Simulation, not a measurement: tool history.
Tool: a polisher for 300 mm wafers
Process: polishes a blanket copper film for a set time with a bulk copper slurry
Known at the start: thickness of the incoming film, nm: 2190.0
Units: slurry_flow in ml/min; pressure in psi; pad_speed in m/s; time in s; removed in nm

run	day	slurry_flow	pressure	pad_speed	slurry_solids	time	removed
1	0	295	2.3	1.08	1	127	835.63
2	0.062	295	2.1	1.08	1	127	763.14
3	0.329	295	1.9	1.08	1	127	704.76
4	0.358	295	1.9	1.22	1	127	795.95
5	0.521	295	2.1	1.22	1	127	863.33
6	0.667	295	1.9	1.2	1	127	780.77
7	0.879	295	1.8	1.18	1	127	717.66
8	0.979	295	1.7	1.18	1	127	696.57
9	1.162	295	1.6	1.18	1	127	644.33
10	1.358	295	1.5	1.18	1	127	604.94

Run 11 comes next. What will it give?
11	1.458	295	1.4	1.18	1	127	?

{"run 11": {"removed": 576.11}}

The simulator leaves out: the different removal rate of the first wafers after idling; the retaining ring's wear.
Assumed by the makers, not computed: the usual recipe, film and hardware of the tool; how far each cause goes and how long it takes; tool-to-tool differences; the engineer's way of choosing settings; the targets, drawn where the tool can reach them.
